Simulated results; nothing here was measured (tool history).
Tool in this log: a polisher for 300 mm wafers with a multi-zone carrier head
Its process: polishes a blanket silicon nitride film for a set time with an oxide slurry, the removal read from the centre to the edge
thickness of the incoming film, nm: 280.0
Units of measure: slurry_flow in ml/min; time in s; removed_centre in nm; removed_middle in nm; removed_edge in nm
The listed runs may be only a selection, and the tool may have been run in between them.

{"run": 1, "hour": 0.0, "slurry_flow": 160, "centre_zone": 1.0, "middle_zone": 1.0, "edge_zone": 1.0, "slurry_solids": 1.0, "time": 51, "removed_centre": 45.12, "removed_middle": 48.379, "removed_edge": 46.938}
{"run": 2, "hour": 7.0, "slurry_flow": 160, "centre_zone": 1.0, "middle_zone": 1.0, "edge_zone": 1.06, "slurry_solids": 1.0, "time": 51, "removed_centre": 45.388, "removed_middle": 47.155, "removed_edge": 48.747}
{"run": 3, "hour": 12.7, "slurry_flow": 165, "centre_zone": 1.02, "middle_zone": 1.01, "edge_zone": 1.06, "slurry_solids": 1.0, "time": 51, "removed_centre": 46.607, "removed_middle": 47.347, "removed_edge": 49.07}
{"run": 4, "hour": 16.7, "slurry_flow": 195, "centre_zone": 1.02, "middle_zone": 1.01, "edge_zone": 1.06, "slurry_solids": 1.0, "time": 51, "removed_centre": 46.709, "removed_middle": 47.432, "removed_edge": 50.362}
{"run": 5, "hour": 23.7, "slurry_flow": 195, "centre_zone": 1.02, "middle_zone": 1.01, "edge_zone": 1.06, "slurry_solids": 1.0, "time": 42, "removed_centre": 38.643, "removed_middle": 40.488, "removed_edge": 41.109}
{"run": 6, "hour": 29.5, "slurry_flow": 195, "centre_zone": 1.06, "middle_zone": 1.01, "edge_zone": 1.06, "slurry_solids": 1.0, "time": 42, "removed_centre": 40.814, "removed_middle": 39.835, "removed_edge": 41.047}
{"run": 7, "hour": 30.4, "slurry_flow": 195, "centre_zone": 1.07, "middle_zone": 1.02, "edge_zone": 1.06, "slurry_solids": 1.05, "time": 42, "removed_centre": 40.751, "removed_middle": 41.862, "removed_edge": 42.06}
{"run": 8, "hour": 37.5, "slurry_flow": 195, "centre_zone": 1.08, "middle_zone": 1.0, "edge_zone": 1.04, "slurry_solids": 1.1, "time": 43, "removed_centre": 43.446, "removed_middle": 41.986, "removed_edge": 43.638}

Predict the results of run 9:
{"run": 9, "hour": 41.8, "slurry_flow": 195, "centre_zone": 1.09, "middle_zone": 1.0, "edge_zone": 1.02, "slurry_solids": 1.15, "time": 44, "removed_centre": "?", "removed_middle": "?", "removed_edge": "?"}

removed_centre: 44.872 nm
removed_middle: 44.871 nm
removed_edge: 44.513 nm
